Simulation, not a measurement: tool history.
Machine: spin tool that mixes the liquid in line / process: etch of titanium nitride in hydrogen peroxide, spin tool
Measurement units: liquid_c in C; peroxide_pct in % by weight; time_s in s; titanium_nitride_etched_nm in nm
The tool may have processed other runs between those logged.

Run 1, hour 0.0: liquid_c 56.0 C, peroxide_pct 16 % by weight, time_s 65 s. Result: titanium_nitride_etched_nm 4.6044 nm.
Run 2, hour 4.1: liquid_c 58.0 C, peroxide_pct 16 % by weight, time_s 65 s. Result: titanium_nitride_etched_nm 5.2277 nm.
Run 3, hour 4.7: liquid_c 59.5 C, peroxide_pct 16 % by weight, time_s 65 s. Result: titanium_nitride_etched_nm 5.8463 nm.
Run 4, hour 11.9: liquid_c 60.5 C, peroxide_pct 16 % by weight, time_s 65 s. Result: titanium_nitride_etched_nm 6.2797 nm.
Run 5, hour 19.5: liquid_c 60.5 C, peroxide_pct 16 % by weight, time_s 65 s. Result: titanium_nitride_etched_nm 6.2624 nm.
Run 6, hour 23.1: liquid_c 61.5 C, peroxide_pct 16 % by weight, time_s 65 s. Result: titanium_nitride_etched_nm 6.7367 nm.
Run 7, hour 28.1: liquid_c 62.5 C, peroxide_pct 16 % by weight, time_s 65 s. Result: titanium_nitride_etched_nm 7.1958 nm.
Run 8, hour 34.3: liquid_c 63.0 C, peroxide_pct 16 % by weight, time_s 65 s. Result: titanium_nitride_etched_nm 7.4337 nm.
Run 9, hour 42.8: liquid_c 63.5 C, peroxide_pct 16 % by weight, time_s 65 s. Result: titanium_nitride_etched_nm 7.6489 nm.

For run 10, what comes out?
Run 10, hour 46.9: liquid_c 64.0 C, peroxide_pct 16 % by weight, time_s 65 s. Result: titanium_nitride_etched_nm ?.

{"run 10": {"titanium_nitride_etched_nm": 8.012}}
